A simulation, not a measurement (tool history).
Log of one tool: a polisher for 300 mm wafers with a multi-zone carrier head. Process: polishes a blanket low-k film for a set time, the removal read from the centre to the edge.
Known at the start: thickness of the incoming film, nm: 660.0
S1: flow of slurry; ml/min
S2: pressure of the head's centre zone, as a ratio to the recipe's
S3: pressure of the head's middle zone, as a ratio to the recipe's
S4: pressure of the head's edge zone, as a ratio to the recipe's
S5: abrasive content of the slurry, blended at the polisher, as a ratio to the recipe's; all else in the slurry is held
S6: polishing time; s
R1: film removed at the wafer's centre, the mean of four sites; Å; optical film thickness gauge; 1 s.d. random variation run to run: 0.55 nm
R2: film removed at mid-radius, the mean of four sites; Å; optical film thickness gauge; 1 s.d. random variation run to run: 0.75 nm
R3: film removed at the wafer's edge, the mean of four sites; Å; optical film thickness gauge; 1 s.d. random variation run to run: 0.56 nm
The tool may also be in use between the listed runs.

run,hour,S1,S2,S3,S4,S5,S6,R1,R2,R3
1,0,155,1,1,1,1,64,282.68,286.3,311.18
2,3.1,170,1,1,1,1,64,283.56,293.19,306.55
3,10.4,175,1.01,1.03,1.01,1.1,68,324,336.98,351.29
4,16.4,185,1.02,1.07,1.01,1.2,70,360.56,369.84,359.28
5,21.6,185,0.95,1.07,1.01,1.2,70,332.64,363.92,375.59
6,27.4,185,0.95,1.03,1.01,1.2,70,338.54,362.53,362.22
# hour 32.5: slurry nozzle cleaned
7,32.5,190,0.94,1.06,1.02,1.25,73,387.51,425.21,410.67
8,38.7,200,0.93,1.07,1.05,1.3,73,389.42,435.89,438.67

For run 9, what comes out?
9,46.5,215,1.01,1.17,1.01,1.5,76,?,?,?

{"run 9": {"R1": 476.2, "R2": 533.81, "R3": 465.66}}
